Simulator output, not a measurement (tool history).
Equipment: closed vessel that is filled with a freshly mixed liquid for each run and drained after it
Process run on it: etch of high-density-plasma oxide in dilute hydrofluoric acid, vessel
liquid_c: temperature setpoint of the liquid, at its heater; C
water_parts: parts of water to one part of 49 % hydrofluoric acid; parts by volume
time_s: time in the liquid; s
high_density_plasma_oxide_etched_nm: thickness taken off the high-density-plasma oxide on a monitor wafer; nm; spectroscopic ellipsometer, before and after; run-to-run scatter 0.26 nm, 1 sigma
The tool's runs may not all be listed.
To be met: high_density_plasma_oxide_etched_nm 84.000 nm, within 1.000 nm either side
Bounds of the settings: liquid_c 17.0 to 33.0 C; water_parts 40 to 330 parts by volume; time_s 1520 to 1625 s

| run | hour | liquid_c | water_parts | time_s | high_density_plasma_oxide_etched_nm |
|---|---|---|---|---|---|
| 1 | 0.0 | 25.0 | 185 | 1520 | 73.086 |
| 2 | 4.9 | 25.0 | 215 | 1520 | 60.712 |
| 3 | 6.2 | 25.0 | 235 | 1520 | 54.842 |
| 4 | 10.4 | 25.0 | 235 | 1625 | 58.294 |
| 5 | 13.9 | 27.0 | 230 | 1625 | 64.248 |
| 6 | 15.0 | 28.5 | 225 | 1625 | 69.777 |
| 7 | 23.6 | 29.5 | 220 | 1625 | 73.911 |
| 8 | 31.6 | 33.0 | 215 | 1625 | 86.112 |

Of the 4 settings listed for the next run, only one would bring every result within its allowed miss of target. Which one?
| A | 39.6 | 33.0 | 205 | 1565 | ? |
| B | 39.6 | 32.5 | 205 | 1525 | ? |
| C | 39.6 | 33.0 | 220 | 1600 | ? |
| D | 39.6 | 31.0 | 190 | 1565 | ? |

| move | high_density_plasma_oxide_etched_nm |
|---|---|
| A | 88.188 |
| B | 84.512 |
| C | 82.407 |
| D | 90.651 |
A: moves away from the targets compared with the last run
B: meets every target
C: moves the result that the last run missed by most past its target, out the other side
D: moves away from the targets compared with the last run
B is the move that brings every result within its allowed miss.
